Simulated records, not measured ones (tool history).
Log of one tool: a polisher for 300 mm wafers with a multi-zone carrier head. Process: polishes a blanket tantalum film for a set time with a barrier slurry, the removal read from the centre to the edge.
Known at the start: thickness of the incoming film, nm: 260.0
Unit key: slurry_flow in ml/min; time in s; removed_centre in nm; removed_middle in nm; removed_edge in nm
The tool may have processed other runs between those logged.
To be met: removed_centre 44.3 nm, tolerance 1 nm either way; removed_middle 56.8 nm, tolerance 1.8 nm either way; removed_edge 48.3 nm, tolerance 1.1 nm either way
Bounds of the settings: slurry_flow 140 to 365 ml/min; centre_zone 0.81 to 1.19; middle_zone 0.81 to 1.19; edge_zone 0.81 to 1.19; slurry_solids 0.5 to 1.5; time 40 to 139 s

run  hour  slurry_flow  centre_zone  middle_zone  edge_zone  slurry_solids  time  removed_centre  removed_middle  removed_edge
  1     0          235            1            1          1              1    89          64.521          65.201        64.477
  2   3.5          235            1         0.95          1              1    89           65.27          61.472        64.346
  3   8.9          235            1         0.95          1            1.1    89           67.09          63.016        66.079
  4  11.8          235            1         0.89          1            1.1    89          66.711          59.246        66.382
  5  19.3          230         0.98         0.91       0.98              1    89          63.153          60.164        64.394
  6  26.9          230         0.98         0.91       0.98            1.2    89            66.5          61.937        65.591
  7  30.3          215         0.88         1.01       0.88           0.95    74          46.842          53.463        49.731
  8    36          210         0.87         1.02       0.88           0.95    74          46.842          53.263        49.046
  9  39.2          210         0.86         1.03       0.88           0.95    74          46.728          52.945        49.455
 10  44.3          210         0.85         1.05       0.88           0.95    74          46.154          55.163        49.779
 11  47.7          210         0.85         1.06       0.87           0.95    74          45.951          56.002        48.836

Exercise: of the 4 proposed moves below, exactly one satisfies all targets within the stated allowed misses. Which move is it?
  A  51.1          215         0.88         1.05       0.88              1    74               ?               ?             ?
  B  51.1          140         0.87            1       0.82            0.7    85               ?               ?             ?
  C  51.1          180         0.87         1.17       0.93           0.95    72               ?               ?             ?
  D  51.1          195         0.87         1.08       0.84              1    74               ?               ?             ?

move  removed_centre  removed_middle  removed_edge
   A          48.164          55.306        49.837
   B          47.645          53.441        49.442
   C          44.816          57.132        48.332
   D          47.056          55.971        48.345
A: lands further from the targets than the last run did
B: lands further from the targets than the last run did
C: every result lands within tolerance
D: lands further from the targets than the last run did
Move C is the one to make.

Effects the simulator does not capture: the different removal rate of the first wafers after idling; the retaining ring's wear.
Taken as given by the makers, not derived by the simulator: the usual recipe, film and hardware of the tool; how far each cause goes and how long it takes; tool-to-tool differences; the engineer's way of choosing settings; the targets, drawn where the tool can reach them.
